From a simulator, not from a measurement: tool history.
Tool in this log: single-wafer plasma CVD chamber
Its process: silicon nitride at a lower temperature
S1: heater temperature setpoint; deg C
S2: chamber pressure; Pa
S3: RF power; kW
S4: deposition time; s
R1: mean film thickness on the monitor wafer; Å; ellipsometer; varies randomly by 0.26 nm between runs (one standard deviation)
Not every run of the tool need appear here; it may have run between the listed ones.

{"run": 1, "day": 0.0, "S1": 335, "S2": 243, "S3": 0.3, "S4": 32.5, "R1": 401.73}
{"run": 2, "day": 0.142, "S1": 335, "S2": 264, "S3": 0.31, "S4": 32.6, "R1": 423.19}
{"run": 3, "day": 0.329, "S1": 335, "S2": 264, "S3": 0.31, "S4": 33.6, "R1": 433.28}
{"run": 4, "day": 0.392, "S1": 335, "S2": 277, "S3": 0.315, "S4": 33.6, "R1": 445.66}
{"run": 5, "day": 0.7, "S1": 335, "S2": 296, "S3": 0.315, "S4": 33.6, "R1": 450.67}
{"run": 6, "day": 0.738, "S1": 335, "S2": 296, "S3": 0.315, "S4": 33.6, "R1": 450.48}

Expected results for the next run?
{"run": 7, "day": 1.092, "S1": 335, "S2": 301, "S3": 0.315, "S4": 33.6, "R1": "?"}

Run 7 gave R1 451.75 Å.

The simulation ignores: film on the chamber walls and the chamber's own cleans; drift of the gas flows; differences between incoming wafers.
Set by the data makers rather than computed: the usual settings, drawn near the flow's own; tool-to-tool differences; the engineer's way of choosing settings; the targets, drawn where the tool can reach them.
